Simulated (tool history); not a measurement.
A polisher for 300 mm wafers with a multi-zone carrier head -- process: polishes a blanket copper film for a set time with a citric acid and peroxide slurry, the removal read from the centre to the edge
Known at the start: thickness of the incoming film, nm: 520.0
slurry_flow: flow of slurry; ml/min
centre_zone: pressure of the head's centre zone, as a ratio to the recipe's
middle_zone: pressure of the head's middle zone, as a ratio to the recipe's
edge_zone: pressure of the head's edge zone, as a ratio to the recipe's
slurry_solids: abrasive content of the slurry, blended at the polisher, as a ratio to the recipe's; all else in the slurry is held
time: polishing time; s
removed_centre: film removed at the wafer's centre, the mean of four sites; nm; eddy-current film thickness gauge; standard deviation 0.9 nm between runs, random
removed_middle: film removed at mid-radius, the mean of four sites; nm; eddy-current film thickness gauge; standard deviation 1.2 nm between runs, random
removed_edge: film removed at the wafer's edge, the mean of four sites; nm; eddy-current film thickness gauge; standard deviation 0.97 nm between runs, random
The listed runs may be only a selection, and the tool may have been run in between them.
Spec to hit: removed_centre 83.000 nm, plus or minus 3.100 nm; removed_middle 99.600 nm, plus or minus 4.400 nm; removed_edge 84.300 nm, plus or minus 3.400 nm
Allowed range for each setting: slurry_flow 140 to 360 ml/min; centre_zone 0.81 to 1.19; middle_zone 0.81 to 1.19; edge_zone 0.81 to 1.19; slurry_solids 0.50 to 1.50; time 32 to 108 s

run	hour	slurry_flow	centre_zone	middle_zone	edge_zone	slurry_solids	time	removed_centre	removed_middle	removed_edge
1	0.0	230	1.00	1.00	1.00	1.00	70	110.930	120.680	119.380
2	2.8	230	0.99	1.03	0.95	0.85	66	100.850	113.470	105.460
3	5.0	230	0.99	1.00	0.95	0.85	66	99.537	106.340	106.160
4	7.0	230	0.99	1.00	0.95	1.00	66	103.400	112.120	110.980
5	10.0	230	0.98	1.03	0.93	0.85	64	96.972	109.460	102.260
# hour 17.2: centre zone pressure recalibrated
6	17.2	265	0.98	1.03	0.93	0.85	64	104.940	110.560	101.560
7	23.5	250	0.97	1.05	0.91	0.75	62	94.818	105.720	97.306
8	31.8	245	0.97	1.08	0.89	0.65	60	90.096	101.540	86.935

Which one of the following 5 next-run settings gets every result inside its allowed miss? There is exactly one.
A	40.1	265	0.96	1.14	0.93	0.50	59	?	?	?
B	40.1	270	1.03	1.13	0.91	0.95	52	?	?	?
C	40.1	225	0.94	1.07	0.93	0.65	61	?	?	?
D	40.1	170	0.87	1.14	0.89	0.60	60	?	?	?
E	40.1	255	1.05	1.02	0.90	0.65	57	?	?	?

move	removed_centre	removed_middle	removed_edge
A	84.327	98.730	84.617
B	91.509	99.002	84.639
C	88.213	100.180	91.147
D	75.620	98.468	83.884
E	93.614	91.145	84.866
A: meets every target
B: further off than the last run
C: an improvement on the last run, though not all results are within tolerance
D: moves the result that the last run missed by most past its target, out the other side
E: further off than the last run
So the answer is move A, the one that meets all the targets.
